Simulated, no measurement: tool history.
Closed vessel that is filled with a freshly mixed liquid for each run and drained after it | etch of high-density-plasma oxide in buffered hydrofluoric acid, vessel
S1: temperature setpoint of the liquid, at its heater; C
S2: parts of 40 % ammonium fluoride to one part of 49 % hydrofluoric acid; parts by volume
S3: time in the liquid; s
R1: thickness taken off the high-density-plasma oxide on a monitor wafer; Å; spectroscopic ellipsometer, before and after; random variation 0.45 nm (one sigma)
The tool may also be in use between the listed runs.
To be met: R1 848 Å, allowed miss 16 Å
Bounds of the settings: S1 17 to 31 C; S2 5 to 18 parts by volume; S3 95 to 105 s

Run 1, hour 0: S1 23 C, S2 11 parts by volume, S3 95 s. Result: R1 1021.4 Å.
Run 2, hour 7.4: S1 22.5 C, S2 11 parts by volume, S3 95 s. Result: R1 1000.6 Å.
Run 3, hour 10.4: S1 24.5 C, S2 11 parts by volume, S3 95 s. Result: R1 1111.6 Å.
Run 4, hour 18.4: S1 23.5 C, S2 11 parts by volume, S3 95 s. Result: R1 1051 Å.
Run 5, hour 24: S1 21.5 C, S2 11 parts by volume, S3 95 s. Result: R1 941.18 Å.
Run 6, hour 26.5: S1 21.5 C, S2 11 parts by volume, S3 105 s. Result: R1 1046.5 Å.
Run 7, hour 28.9: S1 21 C, S2 11 parts by volume, S3 105 s. Result: R1 1010.9 Å.
Run 8, hour 33.2: S1 20.5 C, S2 11 parts by volume, S3 105 s. Result: R1 992.31 Å.
Run 9, hour 35.1: S1 20 C, S2 11 parts by volume, S3 105 s. Result: R1 965.75 Å.
Run 10, hour 36.5: S1 19.5 C, S2 11 parts by volume, S3 105 s. Result: R1 933.31 Å.
Run 11, hour 39.2: S1 18.5 C, S2 11 parts by volume, S3 105 s. Result: R1 884.57 Å.
Run 12, hour 41.4: S1 18.5 C, S2 11 parts by volume, S3 105 s. Result: R1 886.6 Å.

4 next moves are on the table. One of them brings every result within its allowed miss. Which?
Run A, hour 43.6: S1 18.5 C, S2 10.5 parts by volume, S3 105 s. Result: R1 ?.
Run B, hour 43.6: S1 17.5 C, S2 10 parts by volume, S3 105 s. Result: R1 ?.
Run C, hour 43.6: S1 17 C, S2 8 parts by volume, S3 95 s. Result: R1 ?.
Run D, hour 43.6: S1 19.5 C, S2 11 parts by volume, S3 95 s. Result: R1 ?.

move      R1
   A  932.69
   B  924.13
   C   986.9
   D   853.2
A: further off than the last run
B: further off than the last run
C: further off than the last run
D: meets every target
Answer: D
